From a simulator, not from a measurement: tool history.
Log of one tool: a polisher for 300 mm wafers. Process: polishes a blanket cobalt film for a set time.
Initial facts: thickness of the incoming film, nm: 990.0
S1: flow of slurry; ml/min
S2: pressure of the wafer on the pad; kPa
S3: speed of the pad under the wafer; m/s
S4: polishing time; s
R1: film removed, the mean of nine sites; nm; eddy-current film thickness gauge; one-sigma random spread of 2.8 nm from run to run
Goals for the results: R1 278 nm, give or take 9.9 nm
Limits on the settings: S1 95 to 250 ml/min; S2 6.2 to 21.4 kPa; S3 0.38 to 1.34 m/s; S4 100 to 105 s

run,hour,S1,S2,S3,S4,R1
1,0,160,13.8,0.86,100,404.48
2,6.1,160,15.9,0.86,100,434.06
3,10.3,200,15.9,0.86,100,443.73
4,17.6,230,15.9,0.86,100,458.58
5,26.6,230,13.1,0.84,100,393.05
6,29.2,230,13.1,0.84,100,398.54
7,31.5,225,11,0.82,100,345.96
8,39.9,225,9.7,0.82,100,323.36
9,40.6,225,9,0.82,100,317.36
10,46.6,225,8.3,0.82,100,297.83
11,47.3,225,8.3,0.82,100,297.94
12,54.9,225,7.6,0.82,100,291.74

5 next moves are on the table. One of them brings every result within its allowed miss. Which?
A,62.5,235,6.9,0.86,103,?
B,62.5,220,6.2,0.88,105,?
C,62.5,200,11.7,0.64,100,?
D,62.5,240,9.7,0.76,100,?
E,62.5,245,7.6,0.84,101,?

move,R1
A,296.39
B,293.51
C,275.93
D,299.76
E,297.6
A: misses by more than the last run did
B: misses by more than the last run did
C: meets every target
D: misses by more than the last run did
E: misses by more than the last run did
C is the move that brings every result within its allowed miss.
